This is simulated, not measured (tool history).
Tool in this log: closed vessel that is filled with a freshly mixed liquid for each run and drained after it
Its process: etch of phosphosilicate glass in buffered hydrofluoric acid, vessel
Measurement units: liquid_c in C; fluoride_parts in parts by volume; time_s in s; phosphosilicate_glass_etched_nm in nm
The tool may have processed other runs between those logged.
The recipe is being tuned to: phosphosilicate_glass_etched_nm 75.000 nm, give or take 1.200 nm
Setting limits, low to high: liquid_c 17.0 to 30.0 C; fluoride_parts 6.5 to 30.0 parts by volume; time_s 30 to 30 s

run,hour,liquid_c,fluoride_parts,time_s,phosphosilicate_glass_etched_nm
1,0.0,22.0,19.5,30,89.628
2,5.4,22.0,14.0,30,124.530
3,11.1,22.0,14.0,30,124.640
4,14.1,21.0,14.5,30,113.400
5,16.7,20.5,15.0,30,106.410
6,24.2,20.0,15.5,30,99.063
7,25.5,19.5,15.5,30,97.416
8,27.4,19.5,15.5,30,97.322
9,36.1,19.0,16.0,30,91.236
10,39.1,18.5,16.0,30,88.816
11,40.4,17.0,18.5,30,70.640
12,46.5,17.5,18.5,30,73.040

Below are 4 possible settings for the next run. Only one of them brings all results inside the allowed miss of their targets. Which is it?
A,52.6,18.0,19.5,30,?
B,52.6,17.0,17.5,30,?
C,52.6,17.0,18.0,30,?
D,52.6,17.0,18.5,30,?

move,phosphosilicate_glass_etched_nm
A,71.377
B,75.028
C,72.969
D,71.020
A: further off than the last run
B: in spec on every target
C: just as far off the targets as the last run
D: further off than the last run
The move that meets every target is B.
